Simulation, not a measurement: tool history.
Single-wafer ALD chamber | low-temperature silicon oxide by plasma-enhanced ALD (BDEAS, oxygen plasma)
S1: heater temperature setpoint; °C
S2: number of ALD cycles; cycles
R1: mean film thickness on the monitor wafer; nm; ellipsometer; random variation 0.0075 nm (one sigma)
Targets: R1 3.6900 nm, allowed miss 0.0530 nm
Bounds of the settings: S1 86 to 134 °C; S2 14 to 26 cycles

{"run": 1, "hour": 0.0, "S1": 110, "S2": 20, "R1": 2.86}
{"run": 2, "hour": 5.1, "S1": 108, "S2": 21, "R1": 3.0135}
{"run": 3, "hour": 11.0, "S1": 108, "S2": 22, "R1": 3.1634}
{"run": 4, "hour": 19.6, "S1": 107, "S2": 23, "R1": 3.2969}
{"run": 5, "hour": 23.3, "S1": 107, "S2": 21, "R1": 3.0178}
{"run": 6, "hour": 24.7, "S1": 101, "S2": 21, "R1": 3.0515}
{"run": 7, "hour": 31.0, "S1": 100, "S2": 22, "R1": 3.2026}
{"run": 8, "hour": 35.6, "S1": 99, "S2": 23, "R1": 3.3553}

Which of these 5 next moves meets every target?
{"run": "A", "hour": 40.2, "S1": 97, "S2": 25, "R1": "?"}
{"run": "B", "hour": 40.2, "S1": 100, "S2": 26, "R1": "?"}
{"run": "C", "hour": 40.2, "S1": 98, "S2": 26, "R1": "?"}
{"run": "D", "hour": 40.2, "S1": 97, "S2": 26, "R1": "?"}
{"run": "E", "hour": 40.2, "S1": 95, "S2": 26, "R1": "?"}

move=A R1=3.6660
move=B R1=3.7752
move=C R1=3.7995
move=D R1=3.8127
move=E R1=3.8391
A: meets every target
B: takes the result that was furthest off past its target
C: takes the result that was furthest off past its target
D: takes the result that was furthest off past its target
E: takes the result that was furthest off past its target
The right move is A.
